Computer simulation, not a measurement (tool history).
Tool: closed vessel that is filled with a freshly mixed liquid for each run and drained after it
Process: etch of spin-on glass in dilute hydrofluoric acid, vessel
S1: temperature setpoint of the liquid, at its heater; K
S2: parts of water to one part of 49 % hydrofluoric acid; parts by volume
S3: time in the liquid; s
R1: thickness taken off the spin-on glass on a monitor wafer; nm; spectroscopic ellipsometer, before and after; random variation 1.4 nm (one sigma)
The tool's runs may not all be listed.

run  hour      S1   S2   S3       R1
  1   0.0  299.15  260  420   45.758
  2   8.6  300.15  230  425   56.167
  3  15.3  300.15  230  455   59.744
  4  24.0  300.15  190  455   75.643
  5  29.9  301.15  170  455   89.781
  6  31.1  302.15  155  455  104.480
  7  38.9  302.65  145  455  115.120
  8  44.2  303.15  140  455  121.380
  9  48.7  303.65  135  455  130.470
 10  51.2  304.15  130  455  138.770
 11  56.2  304.65  125  455  146.810

The next listed run, before its measurement:
 12  59.9  305.15  120  455   ?

{"run 12": {"R1": 157.92}}
